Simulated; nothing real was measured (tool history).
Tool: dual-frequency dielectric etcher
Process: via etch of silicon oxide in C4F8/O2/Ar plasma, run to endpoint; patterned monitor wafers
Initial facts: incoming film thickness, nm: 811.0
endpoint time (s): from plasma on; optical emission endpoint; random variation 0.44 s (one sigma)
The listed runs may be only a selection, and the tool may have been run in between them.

Run 1, hour 0.0: source power (W) 2370, bias power (W) 2821. Result: endpoint time (s) 125.22.
Run 2, hour 2.5: source power (W) 2540, bias power (W) 2821. Result: endpoint time (s) 120.27.
Run 3, hour 6.5: source power (W) 2540, bias power (W) 3122. Result: endpoint time (s) 118.08.
Run 4, hour 10.1: source power (W) 2610, bias power (W) 3136. Result: endpoint time (s) 116.33.
Run 5, hour 15.0: source power (W) 2610, bias power (W) 2813. Result: endpoint time (s) 119.82.
Run 6, hour 16.2: source power (W) 2610, bias power (W) 3039. Result: endpoint time (s) 116.65.
Run 7, hour 20.1: source power (W) 2670, bias power (W) 3048. Result: endpoint time (s) 115.98.
Run 8, hour 21.0: source power (W) 2730, bias power (W) 3060. Result: endpoint time (s) 114.62.
Run 9, hour 23.0: source power (W) 2780, bias power (W) 3070. Result: endpoint time (s) 113.79.
Run 10, hour 25.6: source power (W) 2780, bias power (W) 3070. Result: endpoint time (s) 113.46.

Estimate the outcome of run 11 from the log above:
Run 11, hour 31.3: source power (W) 2820, bias power (W) 3078. Result: endpoint time (s) ?.

{"run 11": {"endpoint time (s)": 112.97}}
